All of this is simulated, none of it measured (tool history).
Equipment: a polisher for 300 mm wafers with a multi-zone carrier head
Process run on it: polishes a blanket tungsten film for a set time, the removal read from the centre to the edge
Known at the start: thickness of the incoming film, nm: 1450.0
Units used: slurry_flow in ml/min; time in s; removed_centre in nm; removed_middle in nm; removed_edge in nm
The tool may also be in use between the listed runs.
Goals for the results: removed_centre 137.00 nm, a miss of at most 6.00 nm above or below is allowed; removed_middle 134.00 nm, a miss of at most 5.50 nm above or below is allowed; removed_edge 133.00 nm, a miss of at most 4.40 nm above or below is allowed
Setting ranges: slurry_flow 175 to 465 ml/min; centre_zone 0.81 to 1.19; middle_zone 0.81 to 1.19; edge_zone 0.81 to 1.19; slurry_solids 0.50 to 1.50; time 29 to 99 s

| run | day | slurry_flow | centre_zone | middle_zone | edge_zone | slurry_solids | time | removed_centre | removed_middle | removed_edge |
|---|---|---|---|---|---|---|---|---|---|---|
| 1 | 0.000 | 295 | 1.00 | 1.00 | 1.00 | 1.00 | 64 | 184.87 | 194.21 | 188.80 |
| 2 | 0.208 | 295 | 0.97 | 1.00 | 1.00 | 1.00 | 64 | 179.39 | 196.69 | 194.30 |
| 3 | 0.371 | 290 | 0.98 | 0.98 | 0.98 | 0.90 | 61 | 167.54 | 178.97 | 178.07 |
| 4 | 0.704 | 290 | 0.99 | 0.97 | 0.96 | 0.80 | 59 | 159.57 | 166.08 | 165.80 |
| 5 | 0.992 | 340 | 0.99 | 0.97 | 0.96 | 0.80 | 59 | 162.87 | 168.49 | 166.04 |
| 6 | 1.108 | 305 | 0.99 | 0.97 | 0.96 | 0.80 | 59 | 166.89 | 167.89 | 165.53 |
| 7 | 1.425 | 305 | 0.98 | 0.96 | 0.95 | 0.75 | 57 | 152.51 | 159.56 | 157.59 |
|  | 1.696 | worn pad replaced by a new one |
| 8 | 1.696 | 305 | 0.98 | 0.95 | 0.93 | 0.70 | 56 | 158.87 | 160.83 | 160.42 |
| 9 | 1.775 | 305 | 1.00 | 0.96 | 0.96 | 0.65 | 55 | 159.44 | 158.65 | 155.48 |
| 10 | 1.900 | 305 | 1.00 | 0.95 | 0.94 | 0.65 | 53 | 147.87 | 151.90 | 148.15 |
| 11 | 2.029 | 305 | 1.01 | 0.94 | 0.93 | 0.60 | 52 | 147.54 | 144.14 | 143.76 |
| 12 | 2.312 | 305 | 1.01 | 0.94 | 0.92 | 0.60 | 51 | 143.03 | 139.58 | 142.99 |
| 13 | 2.375 | 305 | 1.01 | 0.95 | 0.91 | 0.60 | 50 | 142.75 | 143.17 | 138.71 |
| 14 | 2.442 | 305 | 1.01 | 0.95 | 0.91 | 0.60 | 50 | 138.84 | 138.55 | 137.47 |
| 15 | 2.704 | 305 | 1.01 | 0.95 | 0.90 | 0.60 | 50 | 138.92 | 141.32 | 136.46 |

Exactly one of the 5 candidate moves below puts every result within its allowed miss. Which one?
| A | 2.967 | 305 | 1.04 | 1.04 | 0.93 | 0.55 | 50 | ? | ? | ? |
| B | 2.967 | 255 | 0.95 | 1.04 | 0.90 | 0.85 | 48 | ? | ? | ? |
| C | 2.967 | 340 | 1.02 | 0.94 | 0.92 | 0.65 | 47 | ? | ? | ? |
| D | 2.967 | 315 | 1.00 | 1.02 | 0.83 | 0.50 | 51 | ? | ? | ? |
| E | 2.967 | 190 | 1.00 | 1.07 | 0.81 | 0.55 | 53 | ? | ? | ? |

| move | removed_centre | removed_middle | removed_edge |
|---|---|---|---|
| A | 144.44 | 147.71 | 136.22 |
| B | 134.92 | 151.50 | 138.07 |
| C | 138.47 | 132.59 | 132.38 |
| D | 139.69 | 146.21 | 130.09 |
| E | 139.69 | 153.09 | 130.89 |
A: misses by more than the last run did
B: misses by more than the last run did
C: in spec on every target
D: misses by more than the last run did
E: misses by more than the last run did
So the answer is move C, the one that meets all the targets.
